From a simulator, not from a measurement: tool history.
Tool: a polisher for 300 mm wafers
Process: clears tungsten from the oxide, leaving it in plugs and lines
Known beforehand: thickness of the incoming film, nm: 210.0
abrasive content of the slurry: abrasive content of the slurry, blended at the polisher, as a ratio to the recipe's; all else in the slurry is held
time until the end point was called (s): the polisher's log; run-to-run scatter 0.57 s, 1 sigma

run	day	flow of slurry (ml/min)	pressure of the wafer on the pad (psi)	speed of the pad under the wafer (m/s)	abrasive content of the slurry	overpolish time after the end point (s)	time until the end point was called (s)
1	0.000	210	2.4	0.92	1.0	9	98.103
2	0.167	210	2.4	0.92	1.0	9	97.100
3	0.192	215	2.6	0.92	1.0	9	90.558
4	0.325	170	2.6	0.92	1.0	9	91.739
5	0.521	170	2.8	0.92	1.0	9	86.341
6	0.558	175	3.0	0.92	1.0	9	81.510
7	0.667	175	3.2	0.92	1.0	9	76.565

Run 8 is up next; what results do you expect?
8	0.800	175	3.3	0.92	1.0	9	?

time until the end point was called (s): 73.604

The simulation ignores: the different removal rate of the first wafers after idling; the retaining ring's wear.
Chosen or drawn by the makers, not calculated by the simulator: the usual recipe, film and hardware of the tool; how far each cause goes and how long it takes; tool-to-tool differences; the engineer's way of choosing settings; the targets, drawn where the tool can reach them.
